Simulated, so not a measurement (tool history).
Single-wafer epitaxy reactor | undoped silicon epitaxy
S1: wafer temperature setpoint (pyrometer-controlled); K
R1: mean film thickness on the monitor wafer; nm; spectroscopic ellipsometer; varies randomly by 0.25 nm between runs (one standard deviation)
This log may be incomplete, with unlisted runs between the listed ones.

Run 1, hour 0: S1 913.15 K, deposition time (s) 347. Result: R1 57.365 nm.
Run 2, hour 8.1: S1 918.15 K, deposition time (s) 347. Result: R1 65.457 nm.
Run 3, hour 15.9: S1 918.15 K, deposition time (s) 379. Result: R1 71.818 nm.
Run 4, hour 18.3: S1 910.15 K, deposition time (s) 379. Result: R1 58.167 nm.
Run 5, hour 23.1: S1 910.15 K, deposition time (s) 347. Result: R1 53.762 nm.
Run 6, hour 31.3: S1 910.15 K, deposition time (s) 389. Result: R1 59.904 nm.

What does the tool deliver on the next run?
Run 7, hour 38: S1 914.15 K, deposition time (s) 389. Result: R1 ?.

{"run 7": {"R1": 66.374}}
